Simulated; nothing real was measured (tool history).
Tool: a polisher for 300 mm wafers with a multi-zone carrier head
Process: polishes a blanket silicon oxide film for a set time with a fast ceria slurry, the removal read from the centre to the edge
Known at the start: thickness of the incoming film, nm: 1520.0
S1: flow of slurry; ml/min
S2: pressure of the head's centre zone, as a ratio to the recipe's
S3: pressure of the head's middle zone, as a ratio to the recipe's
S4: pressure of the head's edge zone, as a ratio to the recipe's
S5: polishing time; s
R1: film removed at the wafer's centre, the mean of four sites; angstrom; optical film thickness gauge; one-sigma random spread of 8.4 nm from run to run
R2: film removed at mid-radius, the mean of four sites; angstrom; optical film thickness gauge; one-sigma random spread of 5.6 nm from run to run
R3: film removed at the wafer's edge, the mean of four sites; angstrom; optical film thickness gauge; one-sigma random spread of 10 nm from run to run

{"run": 1, "hour": 0.0, "S1": 180, "S2": 1.0, "S3": 1.0, "S4": 1.0, "S5": 33, "R1": 6273.0, "R2": 6429.9, "R3": 6374.1}
{"run": 2, "hour": 8.8, "S1": 150, "S2": 1.0, "S3": 1.0, "S4": 1.0, "S5": 33, "R1": 6241.5, "R2": 6271.2, "R3": 6079.3}
{"run": 3, "hour": 12.6, "S1": 110, "S2": 1.0, "S3": 1.0, "S4": 1.0, "S5": 33, "R1": 5741.5, "R2": 5832.8, "R3": 5845.0}
{"run": 4, "hour": 14.3, "S1": 140, "S2": 1.0, "S3": 1.0, "S4": 1.03, "S5": 33, "R1": 6098.6, "R2": 6155.7, "R3": 6299.7}
{"run": 5, "hour": 20.9, "S1": 115, "S2": 1.0, "S3": 1.0, "S4": 1.03, "S5": 33, "R1": 5901.3, "R2": 5853.6, "R3": 6002.5}
{"run": 6, "hour": 21.5, "S1": 145, "S2": 1.0, "S3": 1.01, "S4": 1.05, "S5": 33, "R1": 6095.4, "R2": 6216.6, "R3": 6260.6}
{"run": 7, "hour": 24.9, "S1": 165, "S2": 1.0, "S3": 1.01, "S4": 1.07, "S5": 33, "R1": 6206.5, "R2": 6471.5, "R3": 6299.2}
{"run": 8, "hour": 25.6, "S1": 175, "S2": 0.99, "S3": 0.99, "S4": 1.08, "S5": 34, "R1": 6547.4, "R2": 6604.0, "R3": 6778.8}

Expected results for the next run?
{"run": 9, "hour": 29.2, "S1": 190, "S2": 0.99, "S3": 0.99, "S4": 1.09, "S5": 34, "R1": "?", "R2": "?", "R3": "?"}

{"run 9": {"R1": 6698.0, "R2": 6769.3, "R3": 6857.8}}

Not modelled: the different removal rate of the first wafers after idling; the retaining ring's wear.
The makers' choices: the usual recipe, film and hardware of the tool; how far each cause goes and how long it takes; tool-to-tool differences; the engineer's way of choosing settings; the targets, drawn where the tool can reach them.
